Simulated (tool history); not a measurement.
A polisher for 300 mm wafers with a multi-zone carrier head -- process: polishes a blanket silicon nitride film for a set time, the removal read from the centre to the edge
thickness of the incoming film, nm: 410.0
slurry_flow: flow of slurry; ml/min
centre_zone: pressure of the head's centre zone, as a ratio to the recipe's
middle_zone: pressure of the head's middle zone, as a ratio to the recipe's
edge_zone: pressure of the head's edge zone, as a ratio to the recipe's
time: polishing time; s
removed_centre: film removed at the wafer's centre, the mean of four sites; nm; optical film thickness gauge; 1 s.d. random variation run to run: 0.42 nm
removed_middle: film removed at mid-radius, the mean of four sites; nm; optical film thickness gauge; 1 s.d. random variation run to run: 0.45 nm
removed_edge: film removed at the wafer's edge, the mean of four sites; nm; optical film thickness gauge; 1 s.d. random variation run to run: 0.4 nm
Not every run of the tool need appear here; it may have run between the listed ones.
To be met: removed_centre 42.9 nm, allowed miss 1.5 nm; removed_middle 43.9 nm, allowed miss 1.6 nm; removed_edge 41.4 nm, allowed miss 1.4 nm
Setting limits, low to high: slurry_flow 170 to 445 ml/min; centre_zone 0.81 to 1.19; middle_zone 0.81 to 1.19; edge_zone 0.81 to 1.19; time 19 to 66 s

run  hour  slurry_flow  centre_zone  middle_zone  edge_zone  time  removed_centre  removed_middle  removed_edge
  1     0          285            1            1          1    42          60.358           59.27        60.503
  2   7.7          285         0.96            1          1    42          57.691          59.073        61.238
  3    15          285         0.96         0.97          1    42          57.167          58.241        60.729
  4  23.5          285         0.96         0.89          1    42          58.725          53.224        60.732
  5  29.8          285         0.92         0.89          1    42          55.737          54.949        60.825
  6  30.6          285         0.92         0.93          1    42          55.465          56.315        60.481
  7  31.8          290         0.93         0.94       0.96    39          52.339           53.11        55.202
  8  34.1          290         0.93         0.94       0.93    37          48.727          49.862        51.208

5 candidate next runs follow, results not yet known. Just one meets every target within its allowed miss. Identify it.
  A  36.4          230         0.87         0.94       0.83    35               ?               ?             ?
  B  36.4          255         1.04         1.06       0.97    40               ?               ?             ?
  C  36.4          275         0.95         0.98       0.82    32               ?               ?             ?
  D  36.4          350         0.91         1.01       0.89    30               ?               ?             ?
  E  36.4          280         1.01         0.86       0.94    32               ?               ?             ?

move  removed_centre  removed_middle  removed_edge
   A          42.729           45.53        45.015
   B          59.384            58.3        55.727
   C          43.769          44.062        41.612
   D          40.351          43.405        41.204
   E           46.62          39.582        44.409
A: moves toward the targets from the last run without getting all of them in spec
B: moves away from the targets compared with the last run
C: in spec on every target
D: the furthest-off result lands on target, but another misses its tolerance
E: moves toward the targets from the last run without getting all of them in spec
So the answer is move C, the one that meets all the targets.
